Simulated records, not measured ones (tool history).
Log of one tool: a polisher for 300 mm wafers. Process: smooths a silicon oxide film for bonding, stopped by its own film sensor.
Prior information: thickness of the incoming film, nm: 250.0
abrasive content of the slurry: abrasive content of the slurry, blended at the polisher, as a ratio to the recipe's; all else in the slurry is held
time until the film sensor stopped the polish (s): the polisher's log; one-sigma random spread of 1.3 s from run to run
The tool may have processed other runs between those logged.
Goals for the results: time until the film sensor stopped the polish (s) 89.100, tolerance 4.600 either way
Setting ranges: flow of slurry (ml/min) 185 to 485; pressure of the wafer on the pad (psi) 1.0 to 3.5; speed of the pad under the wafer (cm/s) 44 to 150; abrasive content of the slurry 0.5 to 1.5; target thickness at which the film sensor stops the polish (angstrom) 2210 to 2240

| run | day | flow of slurry (ml/min) | pressure of the wafer on the pad (psi) | speed of the pad under the wafer (cm/s) | abrasive content of the slurry | target thickness at which the film sensor stops the polish (angstrom) | time until the film sensor stopped the polish (s) |
|---|---|---|---|---|---|---|---|
| 1 | 0.000 | 310 | 2.2 | 96 | 1.0 | 2210 | 42.123 |
| 2 | 0.271 | 310 | 2.2 | 88 | 1.0 | 2210 | 47.069 |
| 3 | 0.504 | 310 | 2.0 | 86 | 1.0 | 2210 | 52.225 |
| 4 | 0.779 | 310 | 1.9 | 84 | 1.0 | 2210 | 54.500 |
| 5 | 0.929 | 370 | 1.9 | 84 | 1.0 | 2210 | 54.693 |
| 6 | 1.225 | 370 | 1.8 | 82 | 1.0 | 2210 | 58.718 |
| 7 | 1.250 | 370 | 1.7 | 80 | 1.0 | 2210 | 62.023 |
| 8 | 1.425 | 370 | 1.6 | 78 | 1.0 | 2210 | 66.083 |
| 9 | 1.567 | 370 | 1.5 | 78 | 1.0 | 2210 | 69.369 |
| 10 | 1.896 | 370 | 1.4 | 78 | 1.0 | 2210 | 73.744 |
| 11 | 1.971 | 370 | 1.3 | 78 | 1.0 | 2210 | 79.680 |

Consider the 5 candidate settings below. Which is the only one whose results all fall within their allowed miss of target?
| A | 2.046 | 355 | 1.1 | 78 | 0.9 | 2210 | ? |
| B | 2.046 | 335 | 1.5 | 90 | 0.8 | 2210 | ? |
| C | 2.046 | 355 | 1.0 | 76 | 1.0 | 2210 | ? |
| D | 2.046 | 370 | 1.0 | 78 | 1.0 | 2210 | ? |
| E | 2.046 | 400 | 1.2 | 66 | 1.2 | 2210 | ? |

| move | time until the film sensor stopped the polish (s) |
|---|---|
| A | 98.473 |
| B | 72.434 |
| C | 102.950 |
| D | 100.640 |
| E | 90.406 |
A: moves the result that the last run missed by most past its target, out the other side
B: moves away from the targets compared with the last run
C: moves the result that the last run missed by most past its target, out the other side
D: moves the result that the last run missed by most past its target, out the other side
E: each result inside its tolerance
The right move is E.

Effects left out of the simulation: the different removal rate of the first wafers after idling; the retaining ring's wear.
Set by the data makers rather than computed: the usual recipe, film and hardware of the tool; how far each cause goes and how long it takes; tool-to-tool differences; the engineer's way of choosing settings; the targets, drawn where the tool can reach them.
